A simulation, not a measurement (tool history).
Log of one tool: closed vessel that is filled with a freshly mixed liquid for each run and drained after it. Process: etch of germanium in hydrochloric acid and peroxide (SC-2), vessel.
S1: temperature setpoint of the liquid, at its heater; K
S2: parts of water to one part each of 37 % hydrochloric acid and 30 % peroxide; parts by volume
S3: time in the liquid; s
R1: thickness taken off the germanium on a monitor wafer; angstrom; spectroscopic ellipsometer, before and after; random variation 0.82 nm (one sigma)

run  hour      S1  S2   S3      R1
  1     0  320.15   6  105  2139.4
  2   5.3  320.15   6  105  2137.2
  3  11.7  320.15   4  105  2179.4
  4  16.4  316.65   4  105  1921.8
  5  18.8  314.65   4  105  1792.8
  6    27  314.65   4  105  1821.5
  7  32.9  313.15   4  105  1722.6
  8  34.8  312.15   4  105    1661
  9  43.1  311.65   4  105  1648.2

The next listed run, before its measurement:
 10  51.7  310.15   4  105   ?

Run 10 gave R1 1540.8 angstrom.
